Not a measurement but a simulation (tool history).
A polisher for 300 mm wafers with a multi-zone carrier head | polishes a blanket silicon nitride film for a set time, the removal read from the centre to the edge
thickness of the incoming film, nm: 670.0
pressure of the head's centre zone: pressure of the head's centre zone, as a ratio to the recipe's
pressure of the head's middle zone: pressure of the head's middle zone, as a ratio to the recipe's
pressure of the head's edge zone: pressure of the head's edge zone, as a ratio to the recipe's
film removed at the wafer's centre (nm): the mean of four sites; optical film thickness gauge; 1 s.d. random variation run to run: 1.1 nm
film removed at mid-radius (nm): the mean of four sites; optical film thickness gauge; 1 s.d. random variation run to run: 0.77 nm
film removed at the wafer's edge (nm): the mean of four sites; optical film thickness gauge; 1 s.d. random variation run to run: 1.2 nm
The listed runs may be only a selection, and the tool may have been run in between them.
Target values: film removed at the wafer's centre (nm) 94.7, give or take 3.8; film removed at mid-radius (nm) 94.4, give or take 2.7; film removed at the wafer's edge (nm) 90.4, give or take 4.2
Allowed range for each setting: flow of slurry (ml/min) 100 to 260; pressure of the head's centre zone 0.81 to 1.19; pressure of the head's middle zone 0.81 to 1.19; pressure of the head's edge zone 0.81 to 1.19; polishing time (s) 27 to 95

| run | hour | flow of slurry (ml/min) | pressure of the head's centre zone | pressure of the head's middle zone | pressure of the head's edge zone | polishing time (s) | film removed at the wafer's centre (nm) | film removed at mid-radius (nm) | film removed at the wafer's edge (nm) |
|---|---|---|---|---|---|---|---|---|---|
| 1 | 0 | 165 | 1 | 1 | 1 | 61 | 127.34 | 125.58 | 129.15 |
| 2 | 2.5 | 135 | 1 | 1 | 1 | 61 | 123.74 | 121.33 | 127.43 |
| 3 | 5.1 | 140 | 1 | 1 | 0.98 | 59 | 121 | 119.08 | 121.63 |
| 4 | 13.3 | 140 | 1 | 1 | 0.9 | 59 | 120.22 | 118.64 | 115.98 |
| 5 | 17.9 | 180 | 1 | 1 | 0.9 | 59 | 125.9 | 125.83 | 119.53 |
| 6 | 19.6 | 180 | 1 | 1 | 0.82 | 59 | 125.9 | 125.5 | 114.21 |
| 7 | 24.1 | 180 | 1 | 1 | 0.82 | 59 | 126.85 | 123.88 | 113.56 |
| 8 | 32.3 | 180 | 0.99 | 0.99 | 0.82 | 57 | 123.61 | 120.91 | 112.39 |
| 9 | 39.4 | 175 | 0.99 | 0.99 | 0.82 | 55 | 114.56 | 113.06 | 108.4 |
| 10 | 40.2 | 150 | 1.02 | 1.03 | 0.81 | 43 | 91.939 | 88.565 | 83.05 |

5 candidate next runs follow, results not yet known. Just one meets every target within its allowed miss. Identify it.
| A | 41 | 185 | 0.99 | 0.91 | 0.83 | 45 | ? | ? | ? |
| B | 41 | 155 | 1.03 | 1 | 0.81 | 43 | ? | ? | ? |
| C | 41 | 185 | 1.11 | 1.13 | 0.82 | 38 | ? | ? | ? |
| D | 41 | 105 | 1.03 | 1.03 | 0.84 | 50 | ? | ? | ? |
| E | 41 | 125 | 0.93 | 1.03 | 0.81 | 50 | ? | ? | ? |

| move | film removed at the wafer's centre (nm) | film removed at mid-radius (nm) | film removed at the wafer's edge (nm) |
|---|---|---|---|
| A | 96.445 | 87.841 | 88.454 |
| B | 92.394 | 87.588 | 81.646 |
| C | 91.311 | 88.426 | 74.142 |
| D | 95.604 | 94.132 | 89.53 |
| E | 91.748 | 99.216 | 91.529 |
A: further off than the last run
B: further off than the last run
C: further off than the last run
D: every result within its allowed miss
E: pushes the last run's worst result past its target
The move that meets every target is D.

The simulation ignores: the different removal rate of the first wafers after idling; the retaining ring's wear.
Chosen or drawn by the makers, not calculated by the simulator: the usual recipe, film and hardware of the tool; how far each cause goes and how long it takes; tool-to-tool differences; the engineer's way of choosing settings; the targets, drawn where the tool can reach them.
